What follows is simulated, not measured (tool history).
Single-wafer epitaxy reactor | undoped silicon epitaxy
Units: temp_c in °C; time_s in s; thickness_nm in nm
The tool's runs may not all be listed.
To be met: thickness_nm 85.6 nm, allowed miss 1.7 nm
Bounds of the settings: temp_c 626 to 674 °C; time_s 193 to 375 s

run  hour  temp_c  time_s  thickness_nm
  1     0     650     284        49.679
  2   6.6     650     270        47.553
  3  15.5     658     277        56.347
  4  20.8     664     277         63.55
  5  27.7     660     277        58.247
  6  32.5     665     289        66.673
  7  34.3     668     298         72.59
  8  42.6     670     304        77.198

Which of these 5 next moves meets every target?
  A  50.9     670     351             ?
  B  50.9     671     344             ?
  C  50.9     674     325             ?
  D  50.9     673     317             ?
  E  50.9     671     342             ?

move  thickness_nm
   A        89.462
   B         89.31
   C        89.159
   D        85.384
   E        88.791
A: takes the result that was furthest off past its target
B: takes the result that was furthest off past its target
C: takes the result that was furthest off past its target
D: meets every target
E: takes the result that was furthest off past its target
Answer: D
